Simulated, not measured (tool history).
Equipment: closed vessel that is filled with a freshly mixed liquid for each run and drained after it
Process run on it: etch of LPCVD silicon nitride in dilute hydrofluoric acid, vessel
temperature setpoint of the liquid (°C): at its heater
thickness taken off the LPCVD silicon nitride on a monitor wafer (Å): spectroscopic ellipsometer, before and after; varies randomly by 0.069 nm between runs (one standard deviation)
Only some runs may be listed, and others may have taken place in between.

run  hour  temperature setpoint of the liquid (°C)  parts of water to one part of 49 % hydrofluoric acid (parts by volume)  time in the liquid (s)  thickness taken off the LPCVD silicon nitride on a monitor wafer (Å)
  1   0.0                                     21.0                                                                     195                    3175                                                                67.474
  2   5.0                                     22.0                                                                     195                    3175                                                                72.344
  3   7.6                                     22.0                                                                     135                    3175                                                               102.840
  4  14.6                                     22.0                                                                      90                    3175                                                               153.830
  5  18.5                                     21.0                                                                     100                    3175                                                               129.780
  6  26.8                                     21.0                                                                     100                    3380                                                               138.740
  7  31.3                                     20.0                                                                     105                    3380                                                               123.720
  8  34.3                                     17.0                                                                     145                    3375                                                                73.080

What will run 9 give?
  9  41.9                                     17.5                                                                     145                    3375                                                                     ?

Run 9 measured thickness taken off the LPCVD silicon nitride on a monitor wafer (Å) 74.914.
